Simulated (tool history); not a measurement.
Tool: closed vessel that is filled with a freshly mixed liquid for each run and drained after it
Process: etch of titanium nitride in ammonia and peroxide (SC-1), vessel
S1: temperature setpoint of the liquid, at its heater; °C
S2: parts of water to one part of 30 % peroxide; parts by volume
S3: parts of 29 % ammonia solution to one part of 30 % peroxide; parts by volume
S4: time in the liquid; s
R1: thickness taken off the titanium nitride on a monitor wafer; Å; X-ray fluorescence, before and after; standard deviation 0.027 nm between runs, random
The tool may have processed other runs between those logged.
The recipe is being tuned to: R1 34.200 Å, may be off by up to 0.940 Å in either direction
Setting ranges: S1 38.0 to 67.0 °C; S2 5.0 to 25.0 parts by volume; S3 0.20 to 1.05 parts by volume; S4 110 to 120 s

{"run": 1, "hour": 0.0, "S1": 51.0, "S2": 14.0, "S3": 0.55, "S4": 110, "R1": 84.249}
{"run": 2, "hour": 3.9, "S1": 48.5, "S2": 14.0, "S3": 0.55, "S4": 110, "R1": 69.984}
{"run": 3, "hour": 5.2, "S1": 46.5, "S2": 14.0, "S3": 0.55, "S4": 110, "R1": 60.535}
{"run": 4, "hour": 7.8, "S1": 45.0, "S2": 14.0, "S3": 0.55, "S4": 110, "R1": 54.53}
{"run": 5, "hour": 13.0, "S1": 45.0, "S2": 18.5, "S3": 0.55, "S4": 110, "R1": 46.383}
{"run": 6, "hour": 17.3, "S1": 45.0, "S2": 18.5, "S3": 0.55, "S4": 110, "R1": 46.992}
{"run": 7, "hour": 19.7, "S1": 44.0, "S2": 18.5, "S3": 0.55, "S4": 110, "R1": 43.664}
{"run": 8, "hour": 27.4, "S1": 43.5, "S2": 18.5, "S3": 0.55, "S4": 110, "R1": 42.159}
{"run": 9, "hour": 31.7, "S1": 40.0, "S2": 18.5, "S3": 0.55, "S4": 110, "R1": 33.049}

Of the 4 settings listed for the next run, only one would bring every result within its allowed miss of target. Which one?
{"run": "A", "hour": 36.0, "S1": 40.0, "S2": 19.0, "S3": 0.55, "S4": 110, "R1": "?"}
{"run": "B", "hour": 36.0, "S1": 38.5, "S2": 19.0, "S3": 0.6, "S4": 120, "R1": "?"}
{"run": "C", "hour": 36.0, "S1": 39.5, "S2": 22.0, "S3": 0.75, "S4": 115, "R1": "?"}
{"run": "D", "hour": 36.0, "S1": 39.5, "S2": 15.0, "S3": 0.45, "S4": 110, "R1": "?"}

move=A R1=31.918
move=B R1=31.636
move=C R1=31.364
move=D R1=33.764
A: the biggest miss grows against the last run
B: the biggest miss grows against the last run
C: the biggest miss grows against the last run
D: in spec on every target
D meets every target.
